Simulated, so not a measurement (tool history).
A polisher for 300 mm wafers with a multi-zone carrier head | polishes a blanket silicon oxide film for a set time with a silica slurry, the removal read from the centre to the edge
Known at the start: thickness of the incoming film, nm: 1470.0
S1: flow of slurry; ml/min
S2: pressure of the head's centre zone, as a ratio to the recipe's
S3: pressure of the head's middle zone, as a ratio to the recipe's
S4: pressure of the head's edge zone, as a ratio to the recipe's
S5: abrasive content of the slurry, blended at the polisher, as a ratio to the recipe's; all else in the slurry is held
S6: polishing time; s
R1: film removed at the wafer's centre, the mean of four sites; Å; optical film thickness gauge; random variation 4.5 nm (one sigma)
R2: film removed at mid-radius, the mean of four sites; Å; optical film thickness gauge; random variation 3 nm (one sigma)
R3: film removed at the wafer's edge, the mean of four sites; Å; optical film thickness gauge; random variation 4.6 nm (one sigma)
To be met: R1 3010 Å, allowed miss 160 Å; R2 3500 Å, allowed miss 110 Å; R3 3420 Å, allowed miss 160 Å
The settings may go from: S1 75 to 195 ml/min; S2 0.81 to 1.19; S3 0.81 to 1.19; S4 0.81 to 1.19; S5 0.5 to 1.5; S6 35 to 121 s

{"run": 1, "hour": 0.0, "S1": 125, "S2": 1, "S3": 1, "S4": 1, "S5": 1, "S6": 78, "R1": 2273.9, "R2": 2178.4, "R3": 2258.2}
{"run": 2, "hour": 4.9, "S1": 125, "S2": 1, "S3": 1, "S4": 1, "S5": 1.15, "S6": 78, "R1": 2352.2, "R2": 2281.7, "R3": 2374.8}
{"run": 3, "hour": 12.1, "S1": 125, "S2": 1, "S3": 1, "S4": 1, "S5": 1.3, "S6": 78, "R1": 2435.1, "R2": 2396.8, "R3": 2531.8}
{"run": 4, "hour": 15.0, "S1": 100, "S2": 1, "S3": 1, "S4": 1, "S5": 1.3, "S6": 78, "R1": 2321.5, "R2": 2242.5, "R3": 2312.5}
{"run": 5, "hour": 22.6, "S1": 100, "S2": 1, "S3": 1, "S4": 0.95, "S5": 1.3, "S6": 78, "R1": 2345.4, "R2": 2219.7, "R3": 2284.7}
{"run": 6, "hour": 25.5, "S1": 100, "S2": 1, "S3": 1, "S4": 0.95, "S5": 1.3, "S6": 63, "R1": 1855.9, "R2": 1801.1, "R3": 1842.8}
{"run": 7, "hour": 28.5, "S1": 125, "S2": 1, "S3": 1.04, "S4": 1, "S5": 1.35, "S6": 68, "R1": 2168, "R2": 2190.2, "R3": 2166.1}
{"run": 8, "hour": 29.4, "S1": 145, "S2": 0.98, "S3": 1.05, "S4": 1.03, "S5": 1.4, "S6": 73, "R1": 2384.3, "R2": 2435.3, "R3": 2453.6}
{"run": 9, "hour": 30.2, "S1": 155, "S2": 0.96, "S3": 1.08, "S4": 1.06, "S5": 1.45, "S6": 78, "R1": 2520.1, "R2": 2755.5, "R3": 2749.4}
{"run": 10, "hour": 34.3, "S1": 165, "S2": 0.96, "S3": 1.1, "S4": 1.08, "S5": 1.45, "S6": 81, "R1": 2717.6, "R2": 2953.6, "R3": 2808.1}
{"run": 11, "hour": 39.7, "S1": 170, "S2": 0.94, "S3": 1.1, "S4": 1.09, "S5": 1.45, "S6": 85, "R1": 2869.6, "R2": 3108.4, "R3": 3076.7}
{"run": 12, "hour": 44.0, "S1": 175, "S2": 0.92, "S3": 1.11, "S4": 1.1, "S5": 1.45, "S6": 87, "R1": 2820.8, "R2": 3211.1, "R3": 3125.8}
{"run": 13, "hour": 51.3, "S1": 175, "S2": 0.92, "S3": 1.11, "S4": 1.11, "S5": 1.45, "S6": 88, "R1": 2818.4, "R2": 3268.8, "R3": 3198.8}
{"run": 14, "hour": 57.2, "S1": 175, "S2": 0.92, "S3": 1.11, "S4": 1.12, "S5": 1.45, "S6": 89, "R1": 2849.7, "R2": 3313.2, "R3": 3231.5}
{"run": 15, "hour": 64.2, "S1": 180, "S2": 0.92, "S3": 1.11, "S4": 1.13, "S5": 1.45, "S6": 89, "R1": 2943.1, "R2": 3338.7, "R3": 3305.2}

4 next moves are on the table. One of them brings every result within its allowed miss. Which?
{"run": "A", "hour": 71.2, "S1": 170, "S2": 0.9, "S3": 1.11, "S4": 1.09, "S5": 1.3, "S6": 98, "R1": "?", "R2": "?", "R3": "?"}
{"run": "B", "hour": 71.2, "S1": 180, "S2": 0.99, "S3": 1.1, "S4": 1.07, "S5": 1.5, "S6": 93, "R1": "?", "R2": "?", "R3": "?"}
{"run": "C", "hour": 71.2, "S1": 190, "S2": 1.02, "S3": 1.14, "S4": 1.17, "S5": 1.35, "S6": 93, "R1": "?", "R2": "?", "R3": "?"}
{"run": "D", "hour": 71.2, "S1": 180, "S2": 1, "S3": 1.11, "S4": 1.12, "S5": 1.5, "S6": 92, "R1": "?", "R2": "?", "R3": "?"}

move=A R1=3006.3 R2=3520.8 R3=3359.5
move=B R1=3327.9 R2=3507.5 R3=3334.9
move=C R1=3346.9 R2=3523.7 R3=3392.2
move=D R1=3325.9 R2=3496.4 R3=3375.6
A: meets every target
B: brings the result that was furthest off to its target, and leaves another outside
C: brings the result that was furthest off to its target, and leaves another outside
D: brings the result that was furthest off to its target, and leaves another outside
Move A is the one to make.

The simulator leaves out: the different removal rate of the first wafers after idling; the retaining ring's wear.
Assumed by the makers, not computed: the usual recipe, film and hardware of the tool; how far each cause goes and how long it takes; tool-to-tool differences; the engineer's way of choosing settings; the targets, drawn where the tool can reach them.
